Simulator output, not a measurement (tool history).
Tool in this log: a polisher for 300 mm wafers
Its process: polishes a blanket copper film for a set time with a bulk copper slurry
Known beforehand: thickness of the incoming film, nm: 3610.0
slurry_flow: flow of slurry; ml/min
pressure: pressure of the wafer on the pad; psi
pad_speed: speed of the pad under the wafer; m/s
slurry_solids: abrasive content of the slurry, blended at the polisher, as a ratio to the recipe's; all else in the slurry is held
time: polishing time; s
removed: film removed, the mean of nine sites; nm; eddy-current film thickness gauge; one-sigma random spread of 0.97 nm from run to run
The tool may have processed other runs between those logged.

| run | hour | slurry_flow | pressure | pad_speed | slurry_solids | time | removed |
|---|---|---|---|---|---|---|---|
| 1 | 0.0 | 240 | 3.0 | 0.84 | 1.0 | 30 | 205.71 |
| 2 | 4.8 | 240 | 3.6 | 0.84 | 1.0 | 30 | 242.85 |
| 3 | 13.8 | 235 | 3.3 | 0.84 | 1.0 | 30 | 225.36 |
| 4 | 15.5 | 235 | 3.3 | 0.84 | 1.2 | 30 | 234.57 |
| 5 | 17.1 | 235 | 3.3 | 0.84 | 1.2 | 30 | 235.45 |
| 6 | 19.7 | 235 | 2.9 | 0.84 | 1.2 | 30 | 211.73 |
| 7 | 21.8 | 230 | 2.7 | 0.84 | 1.2 | 30 | 197.05 |
| 8 | 25.4 | 225 | 2.6 | 0.84 | 1.2 | 30 | 192.80 |
| 9 | 29.3 | 225 | 2.5 | 0.84 | 1.2 | 30 | 185.05 |
| 10 | 33.2 | 220 | 2.4 | 0.84 | 1.2 | 30 | 182.16 |
| 11 | 41.1 | 220 | 2.3 | 0.84 | 1.2 | 30 | 173.38 |
|  | 48.8 | worn pad replaced by a new one |
| 12 | 48.8 | 195 | 2.1 | 0.84 | 1.2 | 30 | 174.47 |
| 13 | 53.3 | 205 | 2.1 | 0.84 | 1.2 | 30 | 177.41 |

What does the tool deliver on the next run?
| 14 | 57.7 | 215 | 2.1 | 0.84 | 1.2 | 30 | ? |

Run 14 came out at removed 175.23 nm.
